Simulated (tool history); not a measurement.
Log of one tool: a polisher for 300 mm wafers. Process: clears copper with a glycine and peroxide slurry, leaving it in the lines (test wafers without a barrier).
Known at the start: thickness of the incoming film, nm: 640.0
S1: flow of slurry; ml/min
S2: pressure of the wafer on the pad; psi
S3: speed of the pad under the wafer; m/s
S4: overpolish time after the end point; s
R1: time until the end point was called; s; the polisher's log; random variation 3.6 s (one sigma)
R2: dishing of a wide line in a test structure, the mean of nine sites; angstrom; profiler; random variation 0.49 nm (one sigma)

run	day	S1	S2	S3	S4	R1	R2
1	0	175	2.8	1.1	23	125.65	545.23
2	0.208	175	2.5	1.08	23	136.19	512.65
3	0.246	175	2.2	1.06	24	152.18	478.13
4	0.542	200	2.2	1.06	24	156.01	487.35
5	0.867	200	2.2	1.06	18	149.7	404.13
6	1.042	200	2.1	1.02	20	162.04	415.92

The next listed run, before its measurement:
7	1.142	200	2	1	21	?	?

Run 7 gave R1 171.26 s, R2 414.56 angstrom.
